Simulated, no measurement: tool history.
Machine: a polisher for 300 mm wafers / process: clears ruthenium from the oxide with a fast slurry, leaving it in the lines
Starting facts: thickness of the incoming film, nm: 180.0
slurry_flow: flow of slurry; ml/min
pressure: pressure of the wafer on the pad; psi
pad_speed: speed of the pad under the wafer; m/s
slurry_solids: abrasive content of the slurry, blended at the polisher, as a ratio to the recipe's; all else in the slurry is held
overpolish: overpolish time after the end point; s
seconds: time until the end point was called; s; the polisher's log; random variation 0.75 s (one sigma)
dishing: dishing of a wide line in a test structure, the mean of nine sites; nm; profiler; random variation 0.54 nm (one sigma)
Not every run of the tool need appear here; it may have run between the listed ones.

run	hour	slurry_flow	pressure	pad_speed	slurry_solids	overpolish	seconds	dishing
1	0.0	190	2.0	1.00	1.0	22	58.064	42.019
2	2.3	175	2.0	1.00	1.0	22	60.058	41.861
3	11.2	180	2.1	1.00	1.0	21	55.968	41.593
4	15.5	185	2.2	1.00	1.0	20	53.232	41.168
5	17.5	190	2.3	1.00	1.0	19	51.077	40.706
6	20.9	190	2.1	1.00	1.0	19	56.719	38.454
7	24.7	190	2.2	1.00	1.0	18	53.475	39.443
8	26.2	190	2.3	1.00	1.0	17	51.782	37.335
9	28.0	190	2.4	1.00	1.0	16	48.920	37.233
10	35.4	190	2.5	1.00	1.0	16	49.128	38.770
11	40.0	195	2.6	1.00	1.0	15	48.055	37.119

Predict the results of run 12:
12	46.9	195	2.7	1.00	1.0	15	?	?

{"run 12": {"seconds": 43.871, "dishing": 38.792}}

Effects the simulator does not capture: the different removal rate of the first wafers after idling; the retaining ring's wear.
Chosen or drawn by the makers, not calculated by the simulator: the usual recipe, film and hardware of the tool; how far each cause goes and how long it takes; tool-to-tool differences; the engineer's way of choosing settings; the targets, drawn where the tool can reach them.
